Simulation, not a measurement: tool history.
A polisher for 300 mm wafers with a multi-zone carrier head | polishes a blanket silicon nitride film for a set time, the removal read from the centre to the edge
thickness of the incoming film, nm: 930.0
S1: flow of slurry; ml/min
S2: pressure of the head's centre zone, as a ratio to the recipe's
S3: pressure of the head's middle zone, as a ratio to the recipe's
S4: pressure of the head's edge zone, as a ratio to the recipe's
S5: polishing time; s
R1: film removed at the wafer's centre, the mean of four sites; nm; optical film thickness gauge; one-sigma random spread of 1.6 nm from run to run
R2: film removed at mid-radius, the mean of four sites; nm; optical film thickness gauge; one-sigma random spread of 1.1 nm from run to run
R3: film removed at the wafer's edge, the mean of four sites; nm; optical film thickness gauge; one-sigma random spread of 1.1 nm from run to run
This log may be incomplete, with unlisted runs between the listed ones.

run	hour	S1	S2	S3	S4	S5	R1	R2	R3
1	0	295	1	1	1	80	93.079	88.877	91.309
2	3.6	295	1	1	1.03	80	92.084	88.308	92.946
3	4.6	300	1.01	1.02	1.05	84	97.714	95.108	99.655
4	7.9	230	1.01	1.02	1.05	84	95.118	93.226	95.35
5	16.1	230	0.98	1.02	1.05	84	93.621	92.566	97.076
6	19.4	175	0.98	1.02	1.05	84	88.411	90.847	94.878
7	21.7	195	0.99	1.04	1.07	87	93.216	97.442	99.98
8	25.6	215	1.01	1.05	1.09	90	102.93	101.61	104.76
9	33.8	230	1.01	1.07	1.1	92	104.88	106.92	107.14
10	37.1	240	1.01	1.08	1.11	95	109.5	113.52	113.58

Predict the results of run 11:
11	45.5	325	1.11	1.15	1.19	106	?	?	?

{"run 11": {"R1": 135.36, "R2": 135.03, "R3": 133.7}}
